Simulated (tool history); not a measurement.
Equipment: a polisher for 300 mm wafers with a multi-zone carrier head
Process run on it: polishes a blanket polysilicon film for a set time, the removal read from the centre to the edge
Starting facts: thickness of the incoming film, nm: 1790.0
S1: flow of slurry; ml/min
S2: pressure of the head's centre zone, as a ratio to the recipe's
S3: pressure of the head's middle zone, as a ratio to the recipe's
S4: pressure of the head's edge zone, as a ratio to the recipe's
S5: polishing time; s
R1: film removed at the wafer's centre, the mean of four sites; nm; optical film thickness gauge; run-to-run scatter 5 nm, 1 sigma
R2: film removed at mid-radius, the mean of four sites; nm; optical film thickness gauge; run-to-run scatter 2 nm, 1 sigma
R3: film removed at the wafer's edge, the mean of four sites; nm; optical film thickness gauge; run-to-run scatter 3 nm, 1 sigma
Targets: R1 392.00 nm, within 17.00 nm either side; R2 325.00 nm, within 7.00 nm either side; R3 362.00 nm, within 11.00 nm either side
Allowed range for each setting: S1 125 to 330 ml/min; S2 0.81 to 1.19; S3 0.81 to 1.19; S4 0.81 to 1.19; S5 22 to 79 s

run,hour,S1,S2,S3,S4,S5,R1,R2,R3
1,0.0,210,1.00,1.00,1.00,50,508.31,504.63,501.29
2,5.8,195,1.01,0.94,0.96,46,453.51,439.95,451.24
3,11.9,195,1.07,0.94,0.96,46,482.80,438.28,449.45
4,15.6,195,1.07,1.00,0.96,46,479.60,460.23,454.45
5,23.5,195,1.07,1.00,0.96,52,556.92,528.26,506.07
6,31.0,190,1.08,0.94,0.94,47,502.57,446.62,446.96
7,37.4,180,1.07,0.90,0.94,44,459.05,401.92,424.87
8,40.1,180,1.07,0.90,0.94,44,460.25,402.23,424.40
9,41.6,170,1.07,0.87,0.92,42,443.36,370.11,396.54

Of the 5 settings listed for the next run, only one would bring every result within its allowed miss of target. Which one?
A,43.1,200,1.12,0.90,1.06,35,?,?,?
B,43.1,140,1.02,0.90,1.03,37,?,?,?
C,43.1,210,1.01,0.89,0.85,35,?,?,?
D,43.1,160,0.98,0.84,1.11,38,?,?,?
E,43.1,180,0.95,0.81,1.12,37,?,?,?

move,R1,R2,R3
A,392.09,324.42,363.27
B,359.16,328.49,366.66
C,355.43,323.46,328.75
D,361.08,324.27,396.15
E,346.19,310.96,391.76
A: every result within its allowed miss
B: brings the last run's worst result on target, with another outside its allowed miss
C: brings the last run's worst result on target, with another outside its allowed miss
D: brings the last run's worst result on target, with another outside its allowed miss
E: carries the result that was furthest off beyond its target, to the other side
Go with A: it meets all targets.

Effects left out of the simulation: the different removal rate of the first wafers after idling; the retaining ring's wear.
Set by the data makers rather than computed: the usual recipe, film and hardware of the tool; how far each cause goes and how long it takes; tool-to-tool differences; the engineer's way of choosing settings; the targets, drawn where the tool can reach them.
